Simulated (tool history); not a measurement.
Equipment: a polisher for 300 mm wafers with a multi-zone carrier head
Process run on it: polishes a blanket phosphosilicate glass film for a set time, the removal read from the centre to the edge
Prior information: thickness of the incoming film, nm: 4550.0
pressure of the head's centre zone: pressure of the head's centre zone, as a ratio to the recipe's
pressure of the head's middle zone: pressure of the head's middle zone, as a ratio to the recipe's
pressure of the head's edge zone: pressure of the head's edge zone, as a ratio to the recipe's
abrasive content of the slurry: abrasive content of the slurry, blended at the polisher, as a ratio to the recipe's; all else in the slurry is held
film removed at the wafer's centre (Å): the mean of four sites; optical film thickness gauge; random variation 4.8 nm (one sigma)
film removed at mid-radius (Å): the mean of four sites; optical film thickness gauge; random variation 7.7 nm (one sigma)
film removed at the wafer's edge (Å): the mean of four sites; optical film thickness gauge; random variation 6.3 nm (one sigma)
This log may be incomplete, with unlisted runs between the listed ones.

| run | hour | flow of slurry (ml/min) | pressure of the head's centre zone | pressure of the head's middle zone | pressure of the head's edge zone | abrasive content of the slurry | polishing time (s) | film removed at the wafer's centre (Å) | film removed at mid-radius (Å) | film removed at the wafer's edge (Å) |
|---|---|---|---|---|---|---|---|---|---|---|
| 1 | 0.0 | 175 | 1.00 | 1.00 | 1.00 | 1.00 | 90 | 7216.5 | 7524.1 | 7835.7 |
| 2 | 5.3 | 175 | 1.00 | 0.93 | 1.00 | 1.00 | 90 | 7243.6 | 7224.5 | 7791.9 |
| 3 | 7.3 | 205 | 1.00 | 0.93 | 1.00 | 1.00 | 90 | 7541.5 | 7355.8 | 7969.1 |
| 4 | 14.7 | 205 | 0.92 | 0.93 | 1.00 | 1.00 | 90 | 7029.3 | 7626.0 | 7922.7 |
| 5 | 15.7 | 205 | 1.00 | 0.93 | 1.00 | 1.00 | 90 | 7475.2 | 7258.4 | 8167.2 |
| 6 | 17.6 | 205 | 1.00 | 0.93 | 1.00 | 1.05 | 90 | 7884.6 | 7542.9 | 8109.3 |

Run 7, settings as shown, results not yet in. Your forecast:
| 7 | 21.7 | 155 | 0.94 | 0.83 | 0.90 | 0.85 | 86 | ? | ? | ? |

Run 7 measured film removed at the wafer's centre (Å) 5819.4, film removed at mid-radius (Å) 5575.2, film removed at the wafer's edge (Å) 6425.7.
